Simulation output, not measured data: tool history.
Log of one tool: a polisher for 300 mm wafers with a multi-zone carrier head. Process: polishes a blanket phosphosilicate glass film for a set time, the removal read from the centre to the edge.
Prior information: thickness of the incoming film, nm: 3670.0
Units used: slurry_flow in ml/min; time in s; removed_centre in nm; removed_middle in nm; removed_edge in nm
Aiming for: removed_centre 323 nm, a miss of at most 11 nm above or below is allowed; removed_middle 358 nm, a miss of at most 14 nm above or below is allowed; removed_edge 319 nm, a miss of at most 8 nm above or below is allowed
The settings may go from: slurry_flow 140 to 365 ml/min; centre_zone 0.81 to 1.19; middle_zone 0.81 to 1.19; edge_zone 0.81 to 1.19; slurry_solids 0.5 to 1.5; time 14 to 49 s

| run | day | slurry_flow | centre_zone | middle_zone | edge_zone | slurry_solids | time | removed_centre | removed_middle | removed_edge |
|---|---|---|---|---|---|---|---|---|---|---|
| 1 | 0 | 235 | 1 | 1 | 1 | 1 | 31 | 195.69 | 204 | 196.01 |
| 2 | 0.179 | 245 | 1.01 | 1.03 | 1.03 | 1.1 | 32 | 213.63 | 220.7 | 212.33 |
| 3 | 0.446 | 245 | 1.01 | 1.03 | 1.03 | 0.95 | 32 | 202.46 | 209.4 | 200.33 |
| 4 | 0.608 | 250 | 1.01 | 1.05 | 1.03 | 1.05 | 34 | 222.82 | 236.24 | 221.19 |
|  | 0.771 | worn pad replaced by a new one |
| 5 | 0.771 | 255 | 1.01 | 1.07 | 1.04 | 1.15 | 35 | 254.74 | 271.95 | 254.52 |
| 6 | 1.029 | 265 | 1.02 | 1.09 | 1.06 | 1.2 | 35 | 260.82 | 284.69 | 260.42 |
| 7 | 1.362 | 270 | 1.03 | 1.1 | 1.08 | 1.25 | 35 | 273.7 | 287.65 | 270.16 |
| 8 | 1.738 | 270 | 1.03 | 1.1 | 1.08 | 1.25 | 35 | 272.45 | 293.13 | 270.68 |
| 9 | 1.992 | 280 | 1.04 | 1.12 | 1.1 | 1.3 | 35 | 282.78 | 303.57 | 275.93 |
| 10 | 2.038 | 280 | 1.04 | 1.13 | 1.11 | 1.35 | 35 | 282.06 | 309.56 | 278.76 |
| 11 | 2.279 | 290 | 1.04 | 1.13 | 1.12 | 1.4 | 35 | 287.77 | 311.6 | 283.89 |
| 12 | 2.596 | 290 | 1.04 | 1.14 | 1.12 | 1.4 | 35 | 286.49 | 319.33 | 287.86 |
| 13 | 2.829 | 290 | 1.05 | 1.15 | 1.13 | 1.4 | 35 | 290.13 | 312.63 | 284.53 |
| 14 | 3.167 | 295 | 1.05 | 1.15 | 1.13 | 1.4 | 35 | 292.99 | 320.58 | 285.74 |
| 15 | 3.471 | 290 | 1.05 | 1.16 | 1.14 | 1.45 | 36 | 303.01 | 334.93 | 301.52 |
| 16 | 3.5 | 295 | 1.05 | 1.16 | 1.15 | 1.45 | 36 | 304.25 | 340.93 | 299.71 |

Which single option among these 5 for the next run brings every result within its allowed miss of target? Just one does.
| A | 3.529 | 340 | 0.96 | 1.01 | 1.18 | 1.5 | 37 | ? | ? | ? |
| B | 3.529 | 335 | 1.08 | 1.02 | 1.19 | 1.5 | 37 | ? | ? | ? |
| C | 3.529 | 275 | 1.05 | 1.17 | 1.13 | 1.5 | 38 | ? | ? | ? |
| D | 3.529 | 325 | 0.98 | 1.14 | 1.17 | 1.4 | 35 | ? | ? | ? |
| E | 3.529 | 270 | 0.9 | 1.11 | 1.17 | 1.5 | 39 | ? | ? | ? |

| move | removed_centre | removed_middle | removed_edge |
|---|---|---|---|
| A | 289.53 | 315.92 | 318.94 |
| B | 323.94 | 317.94 | 319.61 |
| C | 317.01 | 359.99 | 316.29 |
| D | 271.68 | 322.05 | 292.06 |
| E | 279.68 | 352.6 | 328.67 |
A: meets the target for the result that was furthest off, but another lies outside its allowed miss
B: meets the target for the result that was furthest off, but another lies outside its allowed miss
C: meets every target
D: the biggest miss grows against the last run
E: the result that was furthest off in the last run now lies on the other side of its target
The right move is C.
